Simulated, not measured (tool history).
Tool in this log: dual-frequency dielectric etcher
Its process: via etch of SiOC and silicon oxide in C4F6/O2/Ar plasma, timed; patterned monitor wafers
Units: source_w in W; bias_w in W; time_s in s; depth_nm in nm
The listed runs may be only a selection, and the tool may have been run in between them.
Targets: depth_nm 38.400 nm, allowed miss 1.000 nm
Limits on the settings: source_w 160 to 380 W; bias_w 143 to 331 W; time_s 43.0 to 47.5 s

run	hour	source_w	bias_w	time_s	depth_nm
1	0.0	270	237	47.5	45.556
2	5.5	270	237	47.5	45.358
3	14.1	250	228	47.0	43.191
4	18.7	250	228	47.5	43.691
5	20.1	250	228	47.5	43.747
# hour 21.5: source power generator calibrated
6	21.5	270	228	47.5	45.532
7	23.5	250	223	47.0	43.446
8	25.1	250	223	47.0	43.428

4 candidate next runs follow, results not yet known. Just one meets every target within its allowed miss. Identify it.
A	26.7	190	253	46.0	?
B	26.7	240	154	47.5	?
C	26.7	240	231	44.5	?
D	26.7	280	204	43.0	?

move	depth_nm
A	40.207
B	38.644
C	40.959
D	40.210
A: closes in on the targets versus the last run, not all within tolerance yet
B: all results land within tolerance of their targets
C: closes in on the targets versus the last run, not all within tolerance yet
D: closes in on the targets versus the last run, not all within tolerance yet
Answer: B
